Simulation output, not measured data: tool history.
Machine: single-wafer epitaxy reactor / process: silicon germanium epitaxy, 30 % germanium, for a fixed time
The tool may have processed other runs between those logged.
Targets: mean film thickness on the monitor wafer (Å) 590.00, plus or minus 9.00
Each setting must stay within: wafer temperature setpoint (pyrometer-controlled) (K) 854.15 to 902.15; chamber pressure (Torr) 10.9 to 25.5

run	hour	wafer temperature setpoint (pyrometer-controlled) (K)	chamber pressure (Torr)	mean film thickness on the monitor wafer (Å)
1	0.0	878.15	18.2	524.79
2	6.1	879.15	18.2	535.27
3	12.0	871.15	18.2	462.71
4	19.0	871.15	21.4	487.57
5	25.2	873.15	21.4	506.77
6	30.5	875.15	21.4	525.58
7	37.3	876.15	21.4	536.37
8	44.8	877.15	21.4	545.76
# hour 49.5: capacitance manometer re-zeroed and calibrated
9	49.5	878.15	21.4	545.28
10	56.8	879.15	21.4	555.85
11	62.7	880.15	21.4	563.83
12	67.7	881.15	21.4	573.85

Exercise: of the 4 proposed moves below, exactly one satisfies all targets within the stated allowed misses. Which move is it?
A	72.7	876.15	25.4	?
B	72.7	879.15	25.4	?
C	72.7	882.15	20.1	?
D	72.7	882.15	19.6	?

move	mean film thickness on the monitor wafer (Å)
A	556.17
B	587.64
C	573.68
D	568.95
A: its largest miss is bigger than the last run's
B: each result inside its tolerance
C: just as far off the targets as the last run
D: its largest miss is bigger than the last run's
Move B is the one to make.
